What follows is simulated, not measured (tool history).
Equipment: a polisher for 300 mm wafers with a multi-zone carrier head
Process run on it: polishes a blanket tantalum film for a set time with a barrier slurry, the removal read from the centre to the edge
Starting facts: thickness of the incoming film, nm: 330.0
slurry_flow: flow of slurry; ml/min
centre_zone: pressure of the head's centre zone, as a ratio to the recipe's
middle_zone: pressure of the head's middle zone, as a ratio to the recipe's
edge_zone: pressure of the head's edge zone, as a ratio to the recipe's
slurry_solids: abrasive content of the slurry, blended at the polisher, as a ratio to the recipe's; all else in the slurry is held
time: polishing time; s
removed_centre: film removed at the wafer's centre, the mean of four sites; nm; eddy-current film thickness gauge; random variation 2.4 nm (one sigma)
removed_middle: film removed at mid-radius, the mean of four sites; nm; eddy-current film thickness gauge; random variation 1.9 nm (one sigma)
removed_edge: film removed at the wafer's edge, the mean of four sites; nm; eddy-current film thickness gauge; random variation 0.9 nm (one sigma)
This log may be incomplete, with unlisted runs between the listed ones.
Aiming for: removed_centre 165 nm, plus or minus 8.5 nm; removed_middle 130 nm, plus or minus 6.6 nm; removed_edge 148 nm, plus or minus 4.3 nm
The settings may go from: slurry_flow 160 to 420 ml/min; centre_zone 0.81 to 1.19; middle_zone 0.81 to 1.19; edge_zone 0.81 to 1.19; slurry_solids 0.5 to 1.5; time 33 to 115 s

run 1 hour=0 | slurry_flow=270 centre_zone=1 middle_zone=1 edge_zone=1 slurry_solids=1 time=73 | removed_centre=128.04 removed_middle=128.36 removed_edge=128.42
run 2 hour=4.4 | slurry_flow=270 centre_zone=1 middle_zone=1 edge_zone=1 slurry_solids=1 time=63 | removed_centre=110.48 removed_middle=111.27 removed_edge=109.86
run 3 hour=7.5 | slurry_flow=270 centre_zone=1 middle_zone=1 edge_zone=1 slurry_solids=0.85 time=63 | removed_centre=106.72 removed_middle=107.1 removed_edge=105.46
run 4 hour=15.9 | slurry_flow=270 centre_zone=1 middle_zone=1 edge_zone=0.94 slurry_solids=0.85 time=63 | removed_centre=108.07 removed_middle=104.26 removed_edge=102.84
run 5 hour=24.1 | slurry_flow=270 centre_zone=1 middle_zone=1 edge_zone=0.94 slurry_solids=0.7 time=63 | removed_centre=101.03 removed_middle=99.741 removed_edge=98.424
run 6 hour=28.6 | slurry_flow=270 centre_zone=1.02 middle_zone=0.97 edge_zone=0.97 slurry_solids=0.85 time=65 | removed_centre=113.47 removed_middle=105.28 removed_edge=107.9
run 7 hour=37.1 | slurry_flow=270 centre_zone=1.04 middle_zone=0.95 edge_zone=1 slurry_solids=1 time=66 | removed_centre=119.81 removed_middle=110.09 removed_edge=115.54
run 8 hour=44.1 | slurry_flow=305 centre_zone=1.14 middle_zone=0.85 edge_zone=1.08 slurry_solids=1.25 time=73 | removed_centre=153.92 removed_middle=118.92 removed_edge=139.98
run 9 hour=47.5 | slurry_flow=305 centre_zone=1.15 middle_zone=0.86 edge_zone=1.09 slurry_solids=1.25 time=73 | removed_centre=155.9 removed_middle=120.55 removed_edge=141.48
-- hour=48.3 edge zone pressure recalibrated
run 10 hour=48.3 | slurry_flow=305 centre_zone=1.16 middle_zone=0.87 edge_zone=1.1 slurry_solids=1.25 time=73 | removed_centre=155.98 removed_middle=121.85 removed_edge=149.34
run 11 hour=56.6 | slurry_flow=305 centre_zone=1.16 middle_zone=0.87 edge_zone=1.1 slurry_solids=1.25 time=73 | removed_centre=154.1 removed_middle=119.64 removed_edge=149.26
run 12 hour=65.5 | slurry_flow=310 centre_zone=1.16 middle_zone=0.87 edge_zone=1.09 slurry_solids=1.3 time=73 | removed_centre=162.91 removed_middle=119.23 removed_edge=149.05

Below are 4 possible settings for the next run. Only one of them brings all results inside the allowed miss of their targets. Which is it?
run A hour=74.4 | slurry_flow=390 centre_zone=0.95 middle_zone=0.81 edge_zone=0.85 slurry_solids=0.7 time=93 | removed_centre=? removed_middle=? removed_edge=?
run B hour=74.4 | slurry_flow=330 centre_zone=1.1 middle_zone=0.84 edge_zone=1.03 slurry_solids=1.3 time=79 | removed_centre=? removed_middle=? removed_edge=?
run C hour=74.4 | slurry_flow=305 centre_zone=1.05 middle_zone=0.81 edge_zone=0.83 slurry_solids=0.7 time=95 | removed_centre=? removed_middle=? removed_edge=?
run D hour=74.4 | slurry_flow=340 centre_zone=1.08 middle_zone=0.96 edge_zone=1.12 slurry_solids=1.25 time=71 | removed_centre=? removed_middle=? removed_edge=?

move=A removed_centre=149.71 removed_middle=129.65 removed_edge=150.56
move=B removed_centre=167.42 removed_middle=130.34 removed_edge=159.58
move=C removed_centre=163.8 removed_middle=129.49 removed_edge=149.82
move=D removed_centre=147.23 removed_middle=130.11 removed_edge=147.65
A: brings the last run's worst result on target, with another outside its allowed miss
B: brings the last run's worst result on target, with another outside its allowed miss
C: hits every target within its allowed miss
D: brings the last run's worst result on target, with another outside its allowed miss
So the answer is move C, the one that meets all the targets.
